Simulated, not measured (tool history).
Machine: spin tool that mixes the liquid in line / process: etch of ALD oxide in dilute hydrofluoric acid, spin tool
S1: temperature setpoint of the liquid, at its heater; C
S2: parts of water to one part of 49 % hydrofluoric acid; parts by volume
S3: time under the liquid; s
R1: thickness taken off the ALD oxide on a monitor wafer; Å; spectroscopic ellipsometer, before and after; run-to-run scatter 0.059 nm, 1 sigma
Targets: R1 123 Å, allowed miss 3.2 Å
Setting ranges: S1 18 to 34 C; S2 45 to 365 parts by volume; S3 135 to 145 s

{"run": 1, "hour": 0.0, "S1": 26, "S2": 205, "S3": 135, "R1": 59.034}
{"run": 2, "hour": 2.4, "S1": 27.5, "S2": 190, "S3": 135, "R1": 68.183}
{"run": 3, "hour": 9.0, "S1": 27.5, "S2": 225, "S3": 135, "R1": 55.833}
{"run": 4, "hour": 11.3, "S1": 31, "S2": 225, "S3": 135, "R1": 62.696}
{"run": 5, "hour": 19.7, "S1": 27.5, "S2": 225, "S3": 135, "R1": 55.599}
{"run": 6, "hour": 25.4, "S1": 28.5, "S2": 205, "S3": 135, "R1": 65.095}
{"run": 7, "hour": 30.4, "S1": 29.5, "S2": 190, "S3": 135, "R1": 73.478}
{"run": 8, "hour": 32.9, "S1": 30.5, "S2": 180, "S3": 135, "R1": 80.755}
{"run": 9, "hour": 35.8, "S1": 34, "S2": 120, "S3": 135, "R1": 149.24}
{"run": 10, "hour": 41.1, "S1": 33.5, "S2": 120, "S3": 135, "R1": 147.71}
{"run": 11, "hour": 43.6, "S1": 33, "S2": 120, "S3": 135, "R1": 144.9}
{"run": 12, "hour": 49.4, "S1": 32.5, "S2": 120, "S3": 135, "R1": 142.04}
{"run": 13, "hour": 52.4, "S1": 28.5, "S2": 125, "S3": 135, "R1": 116.67}

Pick the move, out of 4, that brings all results within their allowed miss; only one does.
{"run": "A", "hour": 55.4, "S1": 27, "S2": 125, "S3": 135, "R1": "?"}
{"run": "B", "hour": 55.4, "S1": 27, "S2": 135, "S3": 145, "R1": "?"}
{"run": "C", "hour": 55.4, "S1": 28.5, "S2": 120, "S3": 135, "R1": "?"}
{"run": "D", "hour": 55.4, "S1": 29.5, "S2": 140, "S3": 135, "R1": "?"}

move=A R1=109.45
move=B R1=107.55
move=C R1=121.5
move=D R1=105.44
A: further off than the last run
B: further off than the last run
C: all results land within tolerance of their targets
D: further off than the last run
C is the move that brings every result within its allowed miss.

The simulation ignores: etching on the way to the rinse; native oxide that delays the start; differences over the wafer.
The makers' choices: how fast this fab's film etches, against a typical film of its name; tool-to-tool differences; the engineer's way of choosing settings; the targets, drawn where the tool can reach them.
